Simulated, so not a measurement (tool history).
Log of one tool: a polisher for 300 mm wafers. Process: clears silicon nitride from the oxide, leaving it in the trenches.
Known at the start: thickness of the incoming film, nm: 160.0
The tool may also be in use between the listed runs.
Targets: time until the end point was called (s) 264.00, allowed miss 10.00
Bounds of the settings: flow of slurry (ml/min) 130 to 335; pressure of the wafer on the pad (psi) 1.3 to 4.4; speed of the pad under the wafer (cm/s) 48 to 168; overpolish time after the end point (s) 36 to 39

| run | day | flow of slurry (ml/min) | pressure of the wafer on the pad (psi) | speed of the pad under the wafer (cm/s) | overpolish time after the end point (s) | time until the end point was called (s) |
|---|---|---|---|---|---|---|
| 1 | 0.000 | 215 | 2.8 | 108 | 36 | 194.67 |
| 2 | 0.238 | 215 | 2.8 | 94 | 36 | 226.79 |
| 3 | 0.367 | 215 | 3.5 | 94 | 36 | 180.50 |
| 4 | 0.654 | 215 | 3.5 | 94 | 36 | 183.40 |
| 5 | 0.754 | 215 | 3.2 | 94 | 36 | 199.59 |
| 6 | 0.900 | 255 | 3.2 | 94 | 36 | 192.62 |
| 7 | 1.046 | 250 | 3.0 | 94 | 36 | 208.20 |
| 8 | 1.254 | 250 | 2.8 | 94 | 36 | 220.63 |
| 9 | 1.421 | 245 | 2.2 | 92 | 36 | 278.98 |

Which of these 4 next moves meets every target?
| A | 1.588 | 205 | 1.8 | 108 | 36 | ? |
| B | 1.588 | 250 | 2.3 | 86 | 36 | ? |
| C | 1.588 | 300 | 2.2 | 88 | 38 | ? |
| D | 1.588 | 240 | 2.9 | 76 | 36 | ? |

| move | time until the end point was called (s) |
|---|---|
| A | 288.26 |
| B | 285.46 |
| C | 284.58 |
| D | 264.23 |
A: further off than the last run
B: further off than the last run
C: further off than the last run
D: meets every target
Move D is the one to make.
